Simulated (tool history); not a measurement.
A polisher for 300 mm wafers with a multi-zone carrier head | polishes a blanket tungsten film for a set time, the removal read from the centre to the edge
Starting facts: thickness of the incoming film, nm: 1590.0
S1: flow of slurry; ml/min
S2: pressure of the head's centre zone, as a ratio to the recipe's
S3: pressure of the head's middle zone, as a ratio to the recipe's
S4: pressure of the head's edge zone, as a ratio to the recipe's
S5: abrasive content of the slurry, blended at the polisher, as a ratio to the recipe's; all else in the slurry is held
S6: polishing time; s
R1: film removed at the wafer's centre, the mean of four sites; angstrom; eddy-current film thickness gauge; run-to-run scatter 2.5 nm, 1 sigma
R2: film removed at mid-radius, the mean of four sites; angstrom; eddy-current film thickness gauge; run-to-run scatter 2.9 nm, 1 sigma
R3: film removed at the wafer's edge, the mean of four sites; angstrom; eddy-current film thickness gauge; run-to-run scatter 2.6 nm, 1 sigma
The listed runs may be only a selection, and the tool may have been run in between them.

run,hour,S1,S2,S3,S4,S5,S6,R1,R2,R3
1,0.0,225,1.00,1.00,1.00,1.00,72,4599.6,4489.1,4531.4
2,6.7,225,0.97,1.00,1.00,1.00,72,4544.9,4480.4,4565.4
3,12.5,220,0.96,0.99,0.99,0.95,69,4267.2,4244.4,4150.7
4,13.7,220,0.96,0.99,0.99,1.05,69,4160.5,4374.7,4238.8
5,21.6,220,0.96,0.99,1.05,1.05,69,4263.6,4390.4,4425.0
6,30.5,220,0.96,0.99,1.13,1.05,69,4196.3,4411.8,4616.8
7,32.0,215,0.95,0.98,1.12,1.00,66,3973.1,4021.1,4309.3
8,34.2,210,0.93,0.98,1.11,0.95,63,3600.4,3748.1,4166.1
9,41.2,210,0.93,0.98,1.11,0.95,63,3650.1,3784.9,4059.9

What will run 10 give?
10,43.9,190,0.87,0.88,1.01,0.70,44,?,?,?

R1: 2213.5 angstrom
R2: 2221.6 angstrom
R3: 2522.9 angstrom

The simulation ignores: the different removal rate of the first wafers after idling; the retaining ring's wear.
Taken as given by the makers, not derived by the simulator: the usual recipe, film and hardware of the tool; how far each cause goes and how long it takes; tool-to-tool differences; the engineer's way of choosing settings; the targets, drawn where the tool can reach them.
